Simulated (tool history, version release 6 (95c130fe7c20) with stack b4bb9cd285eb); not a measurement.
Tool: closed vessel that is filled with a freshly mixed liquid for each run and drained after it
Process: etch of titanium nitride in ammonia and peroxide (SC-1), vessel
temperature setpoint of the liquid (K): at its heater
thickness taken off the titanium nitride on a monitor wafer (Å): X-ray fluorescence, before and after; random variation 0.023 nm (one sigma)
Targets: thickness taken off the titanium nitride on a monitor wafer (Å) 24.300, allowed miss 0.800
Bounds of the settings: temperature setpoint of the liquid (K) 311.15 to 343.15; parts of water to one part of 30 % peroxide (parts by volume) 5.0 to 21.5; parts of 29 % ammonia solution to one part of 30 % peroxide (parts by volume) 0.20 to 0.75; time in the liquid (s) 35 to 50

| run | day | temperature setpoint of the liquid (K) | parts of water to one part of 30 % peroxide (parts by volume) | parts of 29 % ammonia solution to one part of 30 % peroxide (parts by volume) | time in the liquid (s) | thickness taken off the titanium nitride on a monitor wafer (Å) |
|---|---|---|---|---|---|---|
| 1 | 0.000 | 327.15 | 12.0 | 0.45 | 50 | 49.854 |
| 2 | 0.175 | 324.65 | 12.0 | 0.45 | 50 | 41.694 |
| 3 | 0.421 | 324.65 | 12.0 | 0.60 | 50 | 43.589 |
| 4 | 0.779 | 320.15 | 12.0 | 0.60 | 50 | 31.918 |
| 5 | 1.029 | 320.15 | 10.5 | 0.60 | 50 | 34.837 |
| 6 | 1.308 | 326.65 | 10.5 | 0.60 | 50 | 54.389 |
| 7 | 1.567 | 324.15 | 10.5 | 0.60 | 50 | 45.710 |
| 8 | 1.921 | 322.15 | 10.5 | 0.60 | 50 | 39.603 |
|  | 2.154 | ammonia flow meter replaced |
| 9 | 2.154 | 320.65 | 10.5 | 0.60 | 50 | 35.926 |
| 10 | 2.208 | 319.15 | 10.5 | 0.60 | 50 | 32.457 |
| 11 | 2.471 | 318.15 | 10.5 | 0.60 | 50 | 30.160 |
| 12 | 2.692 | 317.65 | 10.5 | 0.60 | 50 | 29.392 |
| 13 | 2.933 | 317.15 | 10.5 | 0.60 | 50 | 27.917 |
| 14 | 2.958 | 316.65 | 10.5 | 0.60 | 50 | 27.101 |
| 15 | 3.250 | 314.65 | 10.5 | 0.60 | 50 | 22.950 |

5 next moves are on the table. One of them brings every result within its allowed miss. Which?
| A | 3.542 | 317.15 | 16.5 | 0.60 | 50 | ? |
| B | 3.542 | 314.65 | 9.5 | 0.60 | 45 | ? |
| C | 3.542 | 316.15 | 10.0 | 0.50 | 50 | ? |
| D | 3.542 | 314.65 | 9.5 | 0.55 | 50 | ? |
| E | 3.542 | 316.15 | 5.0 | 0.55 | 35 | ? |

| move | thickness taken off the titanium nitride on a monitor wafer (Å) |
|---|---|
| A | 21.889 |
| B | 22.015 |
| C | 25.767 |
| D | 24.105 |
| E | 25.770 |
A: further off than the last run
B: further off than the last run
C: takes the result that was furthest off past its target
D: meets every target
E: takes the result that was furthest off past its target
The right move is D.

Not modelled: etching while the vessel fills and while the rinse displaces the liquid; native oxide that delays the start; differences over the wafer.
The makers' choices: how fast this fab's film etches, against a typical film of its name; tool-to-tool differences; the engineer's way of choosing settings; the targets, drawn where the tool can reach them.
